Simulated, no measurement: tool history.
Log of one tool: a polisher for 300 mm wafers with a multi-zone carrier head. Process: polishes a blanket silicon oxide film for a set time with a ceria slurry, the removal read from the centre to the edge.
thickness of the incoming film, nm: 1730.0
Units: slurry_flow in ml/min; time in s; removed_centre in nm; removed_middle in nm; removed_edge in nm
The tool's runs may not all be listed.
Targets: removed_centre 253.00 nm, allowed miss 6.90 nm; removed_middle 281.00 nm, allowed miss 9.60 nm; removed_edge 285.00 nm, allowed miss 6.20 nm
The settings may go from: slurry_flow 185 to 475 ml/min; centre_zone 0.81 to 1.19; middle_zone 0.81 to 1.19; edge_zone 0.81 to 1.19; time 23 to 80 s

run,hour,slurry_flow,centre_zone,middle_zone,edge_zone,time,removed_centre,removed_middle,removed_edge
1,0.0,305,1.00,1.00,1.00,51,194.31,195.51,199.64
2,5.8,305,1.00,0.95,1.00,51,190.23,184.15,201.07
3,9.9,305,0.99,0.97,1.03,54,199.41,200.46,216.45
4,11.9,305,0.99,1.01,1.03,54,201.44,206.85,218.16
5,18.5,255,0.99,1.01,1.03,54,198.44,204.71,213.68
6,27.1,255,0.99,0.94,1.03,54,198.54,194.26,212.58
7,33.7,315,1.02,1.04,1.13,66,254.97,262.40,276.99
8,38.8,320,1.02,1.05,1.13,66,256.23,259.84,276.97

4 next moves are on the table. One of them brings every result within its allowed miss. Which?
A,43.9,320,1.07,1.19,0.99,67,?,?,?
B,43.9,350,1.11,0.88,1.19,65,?,?,?
C,43.9,305,0.99,1.12,1.15,68,?,?,?
D,43.9,365,1.10,1.00,1.07,65,?,?,?

move,removed_centre,removed_middle,removed_edge
A,266.91,296.14,262.69
B,268.62,230.89,281.82
C,252.19,286.06,286.82
D,267.47,254.05,267.05
A: takes the result that was furthest off past its target
B: further off than the last run
C: meets every target
D: further off than the last run
Move C is the one to make.

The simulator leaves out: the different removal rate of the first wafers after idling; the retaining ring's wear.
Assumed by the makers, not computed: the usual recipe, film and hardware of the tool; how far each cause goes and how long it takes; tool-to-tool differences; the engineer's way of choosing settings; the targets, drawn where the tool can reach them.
